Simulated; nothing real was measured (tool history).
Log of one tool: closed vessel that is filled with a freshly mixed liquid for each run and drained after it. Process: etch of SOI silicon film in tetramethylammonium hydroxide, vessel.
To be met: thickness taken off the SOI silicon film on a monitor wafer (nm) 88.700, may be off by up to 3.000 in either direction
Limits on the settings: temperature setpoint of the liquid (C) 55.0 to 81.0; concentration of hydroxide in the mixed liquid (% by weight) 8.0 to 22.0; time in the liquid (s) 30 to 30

run	day	temperature setpoint of the liquid (C)	concentration of hydroxide in the mixed liquid (% by weight)	time in the liquid (s)	thickness taken off the SOI silicon film on a monitor wafer (nm)
1	0.000	68.0	15.0	30	166.710
2	0.254	62.5	15.0	30	117.340
3	0.529	61.5	15.0	30	112.990
4	0.667	60.5	15.0	30	104.890
5	0.833	60.5	18.0	30	97.684
6	1.092	57.0	18.0	30	78.567
7	1.158	57.5	18.0	30	80.961
8	1.250	58.0	18.0	30	83.105
9	1.588	58.0	18.0	30	83.909

4 next moves are on the table. One of them brings every result within its allowed miss. Which?
A	1.925	59.0	15.5	30	?
B	1.925	57.5	18.5	30	?
C	1.925	60.0	21.0	30	?
D	1.925	58.0	20.0	30	?

move	thickness taken off the SOI silicon film on a monitor wafer (nm)
A	94.639
B	80.239
C	89.175
D	80.294
A: carries the result that was furthest off beyond its target, to the other side
B: misses by more than the last run did
C: every result lands within tolerance
D: misses by more than the last run did
C meets every target.

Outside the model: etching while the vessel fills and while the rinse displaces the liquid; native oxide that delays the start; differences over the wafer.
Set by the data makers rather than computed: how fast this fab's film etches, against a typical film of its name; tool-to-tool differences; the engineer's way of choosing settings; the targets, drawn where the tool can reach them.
